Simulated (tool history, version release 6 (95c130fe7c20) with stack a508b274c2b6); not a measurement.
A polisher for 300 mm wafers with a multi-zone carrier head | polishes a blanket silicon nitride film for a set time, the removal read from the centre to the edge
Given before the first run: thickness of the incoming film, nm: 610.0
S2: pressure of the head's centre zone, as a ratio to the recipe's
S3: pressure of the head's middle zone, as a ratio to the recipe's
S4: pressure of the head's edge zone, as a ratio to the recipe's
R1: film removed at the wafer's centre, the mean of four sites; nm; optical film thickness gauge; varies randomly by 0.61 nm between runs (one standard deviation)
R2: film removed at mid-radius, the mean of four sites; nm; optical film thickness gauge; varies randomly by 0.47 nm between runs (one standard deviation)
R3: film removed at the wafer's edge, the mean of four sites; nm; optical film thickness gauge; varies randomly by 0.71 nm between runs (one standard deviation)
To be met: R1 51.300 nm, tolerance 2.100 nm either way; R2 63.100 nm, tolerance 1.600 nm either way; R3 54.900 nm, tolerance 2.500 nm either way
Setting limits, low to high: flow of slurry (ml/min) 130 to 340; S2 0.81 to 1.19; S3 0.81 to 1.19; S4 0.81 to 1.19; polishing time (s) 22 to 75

{"run": 1, "hour": 0.0, "flow of slurry (ml/min)": 220, "S2": 1.0, "S3": 1.0, "S4": 1.0, "polishing time (s)": 48, "R1": 102.17, "R2": 103.8, "R3": 101.29}
{"run": 2, "hour": 7.1, "flow of slurry (ml/min)": 220, "S2": 0.95, "S3": 1.0, "S4": 1.0, "polishing time (s)": 48, "R1": 97.638, "R2": 104.23, "R3": 104.1}
{"run": 3, "hour": 13.4, "flow of slurry (ml/min)": 210, "S2": 0.94, "S3": 1.02, "S4": 0.97, "polishing time (s)": 43, "R1": 87.35, "R2": 93.091, "R3": 92.035}
{"run": 4, "hour": 17.4, "flow of slurry (ml/min)": 200, "S2": 0.92, "S3": 1.06, "S4": 0.94, "polishing time (s)": 39, "R1": 75.187, "R2": 87.247, "R3": 79.845}
{"run": 5, "hour": 23.8, "flow of slurry (ml/min)": 200, "S2": 0.92, "S3": 1.1, "S4": 0.94, "polishing time (s)": 39, "R1": 77.361, "R2": 89.645, "R3": 80.398}
{"run": 6, "hour": 27.3, "flow of slurry (ml/min)": 200, "S2": 0.88, "S3": 1.1, "S4": 0.94, "polishing time (s)": 39, "R1": 72.629, "R2": 88.873, "R3": 81.093}
{"run": 7, "hour": 34.8, "flow of slurry (ml/min)": 195, "S2": 0.88, "S3": 1.09, "S4": 0.92, "polishing time (s)": 36, "R1": 66.376, "R2": 81.103, "R3": 73.526}
{"run": 8, "hour": 39.3, "flow of slurry (ml/min)": 190, "S2": 0.88, "S3": 1.09, "S4": 0.9, "polishing time (s)": 34, "R1": 61.938, "R2": 77.094, "R3": 68.381}

Pick the move, out of 5, that brings all results within their allowed miss; only one does.
{"run": "A", "hour": 43.8, "flow of slurry (ml/min)": 205, "S2": 1.14, "S3": 0.89, "S4": 1.07, "polishing time (s)": 33, "R1": "?", "R2": "?", "R3": "?"}
{"run": "B", "hour": 43.8, "flow of slurry (ml/min)": 170, "S2": 0.88, "S3": 1.1, "S4": 0.85, "polishing time (s)": 28, "R1": "?", "R2": "?", "R3": "?"}
{"run": "C", "hour": 43.8, "flow of slurry (ml/min)": 225, "S2": 1.0, "S3": 1.1, "S4": 1.0, "polishing time (s)": 35, "R1": "?", "R2": "?", "R3": "?"}
{"run": "D", "hour": 43.8, "flow of slurry (ml/min)": 200, "S2": 1.19, "S3": 1.02, "S4": 0.91, "polishing time (s)": 33, "R1": "?", "R2": "?", "R3": "?"}
{"run": "E", "hour": 43.8, "flow of slurry (ml/min)": 175, "S2": 0.95, "S3": 1.19, "S4": 0.82, "polishing time (s)": 25, "R1": "?", "R2": "?", "R3": "?"}

move=A R1=79.866 R2=65.567 R3=73.529
move=B R1=51.568 R2=63.021 R3=55.315
move=C R1=75.297 R2=80.879 R3=75.859
move=D R1=83.150 R2=71.564 R3=68.020
move=E R1=49.811 R2=59.606 R3=48.700
A: its largest miss is bigger than the last run's
B: all results in spec
C: its largest miss is bigger than the last run's
D: its largest miss is bigger than the last run's
E: the result that was furthest off in the last run now lies on the other side of its target
So the answer is move B, the one that meets all the targets.
